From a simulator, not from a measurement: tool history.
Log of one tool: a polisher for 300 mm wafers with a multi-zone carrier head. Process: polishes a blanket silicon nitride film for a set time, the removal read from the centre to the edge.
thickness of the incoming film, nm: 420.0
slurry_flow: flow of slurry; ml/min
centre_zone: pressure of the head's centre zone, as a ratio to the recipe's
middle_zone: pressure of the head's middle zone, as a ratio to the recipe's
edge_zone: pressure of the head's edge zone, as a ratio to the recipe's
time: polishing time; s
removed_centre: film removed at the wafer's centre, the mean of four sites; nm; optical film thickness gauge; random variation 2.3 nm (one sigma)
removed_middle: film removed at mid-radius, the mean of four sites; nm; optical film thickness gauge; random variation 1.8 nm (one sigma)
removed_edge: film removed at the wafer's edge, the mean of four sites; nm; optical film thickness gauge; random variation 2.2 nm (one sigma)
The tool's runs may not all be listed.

{"run": 1, "hour": 0.0, "slurry_flow": 305, "centre_zone": 1.0, "middle_zone": 1.0, "edge_zone": 1.0, "time": 58, "removed_centre": 145.76, "removed_middle": 143.66, "removed_edge": 146.76}
{"run": 2, "hour": 7.1, "slurry_flow": 305, "centre_zone": 1.0, "middle_zone": 1.0, "edge_zone": 1.03, "time": 58, "removed_centre": 149.33, "removed_middle": 145.63, "removed_edge": 148.55}
{"run": 3, "hour": 7.9, "slurry_flow": 305, "centre_zone": 1.0, "middle_zone": 0.93, "edge_zone": 1.03, "time": 58, "removed_centre": 146.79, "removed_middle": 135.82, "removed_edge": 148.88}
{"run": 4, "hour": 15.9, "slurry_flow": 305, "centre_zone": 0.98, "middle_zone": 0.96, "edge_zone": 1.05, "time": 60, "removed_centre": 151.2, "removed_middle": 146.64, "removed_edge": 154.49}
{"run": 5, "hour": 21.0, "slurry_flow": 305, "centre_zone": 0.98, "middle_zone": 0.96, "edge_zone": 1.08, "time": 60, "removed_centre": 145.75, "removed_middle": 146.57, "removed_edge": 160.62}
{"run": 6, "hour": 28.6, "slurry_flow": 305, "centre_zone": 0.98, "middle_zone": 1.03, "edge_zone": 1.08, "time": 60, "removed_centre": 151.8, "removed_middle": 155.32, "removed_edge": 158.67}
{"run": 7, "hour": 32.6, "slurry_flow": 305, "centre_zone": 0.97, "middle_zone": 1.05, "edge_zone": 1.1, "time": 61, "removed_centre": 151.36, "removed_middle": 159.63, "removed_edge": 159.68}
{"run": 8, "hour": 37.7, "slurry_flow": 305, "centre_zone": 0.96, "middle_zone": 1.06, "edge_zone": 1.11, "time": 62, "removed_centre": 155.81, "removed_middle": 163.64, "removed_edge": 163.29}
{"run": 9, "hour": 43.2, "slurry_flow": 305, "centre_zone": 0.94, "middle_zone": 1.07, "edge_zone": 1.12, "time": 63, "removed_centre": 154.09, "removed_middle": 167.88, "removed_edge": 167.72}
{"hour": 51.2, "done": "worn pad replaced by a new one"}
{"run": 10, "hour": 51.2, "slurry_flow": 305, "centre_zone": 0.93, "middle_zone": 1.08, "edge_zone": 1.13, "time": 64, "removed_centre": 162.61, "removed_middle": 179.91, "removed_edge": 176.97}

The next listed run, before its measurement:
{"run": 11, "hour": 52.3, "slurry_flow": 305, "centre_zone": 0.92, "middle_zone": 1.08, "edge_zone": 1.13, "time": 64, "removed_centre": "?", "removed_middle": "?", "removed_edge": "?"}

removed_centre: 158.47 nm
removed_middle: 180.34 nm
removed_edge: 180.49 nm

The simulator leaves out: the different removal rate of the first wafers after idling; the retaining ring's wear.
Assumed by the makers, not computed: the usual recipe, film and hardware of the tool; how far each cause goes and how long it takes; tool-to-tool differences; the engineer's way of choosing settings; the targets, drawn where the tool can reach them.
